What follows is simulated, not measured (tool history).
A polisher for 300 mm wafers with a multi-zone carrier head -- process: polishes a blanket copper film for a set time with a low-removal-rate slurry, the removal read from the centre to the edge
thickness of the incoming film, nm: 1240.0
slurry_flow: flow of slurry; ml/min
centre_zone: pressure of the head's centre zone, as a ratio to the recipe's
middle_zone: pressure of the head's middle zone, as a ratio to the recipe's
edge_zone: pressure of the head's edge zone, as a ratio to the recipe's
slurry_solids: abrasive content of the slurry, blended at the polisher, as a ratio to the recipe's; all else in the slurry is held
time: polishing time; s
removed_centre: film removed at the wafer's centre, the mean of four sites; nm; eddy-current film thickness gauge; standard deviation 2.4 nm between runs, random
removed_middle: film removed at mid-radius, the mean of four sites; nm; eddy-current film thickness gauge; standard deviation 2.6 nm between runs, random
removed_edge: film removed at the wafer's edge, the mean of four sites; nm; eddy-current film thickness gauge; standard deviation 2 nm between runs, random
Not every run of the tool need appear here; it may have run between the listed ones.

run  hour  slurry_flow  centre_zone  middle_zone  edge_zone  slurry_solids  time  removed_centre  removed_middle  removed_edge
  1     0          120            1            1          1              1    77          299.17          297.18        289.99
  2   7.5          120            1            1       1.06              1    77          298.34          297.98        296.16
  3  13.7          120            1            1       1.11              1    77          299.92          295.62         302.7
  4  22.7          120         0.94            1       1.11              1    77          284.79          295.48        298.96
  5  29.5          120         0.94            1       1.15              1    77          282.78          300.23        303.46
  6  32.5          120         0.94         1.01       1.12           0.95    77          276.95          293.02        296.33
  7  41.3          120         0.94         1.03       1.09           0.95    77           280.2          296.81        297.09
  8  45.5          125         0.94         1.05       1.06           0.95    75          278.18          295.86        288.86
  9  51.9          125         0.94         1.07       1.03           0.95    74          271.96          295.75        280.98
 10  60.5          120         0.94         1.08          1           0.95    74          263.82          298.41         272.4
 11  61.4          115         0.95         1.08       0.98           0.95    74          268.83          288.53        270.48
 12  67.6          115         0.95         1.09       0.96           0.95    74          263.93          299.99        269.01
 13  69.5          110         0.95         1.09       0.94           0.95    74             263          294.92        266.59
 14  76.7           85         0.94         1.17       0.84            0.7    73           215.9          258.86        221.44

The next listed run, before its measurement:
 15  80.9           90         0.94         1.17       0.84            0.7    73               ?               ?             ?

Logged for run 15: removed_centre 222.04 nm, removed_middle 262.87 nm, removed_edge 222.33 nm.
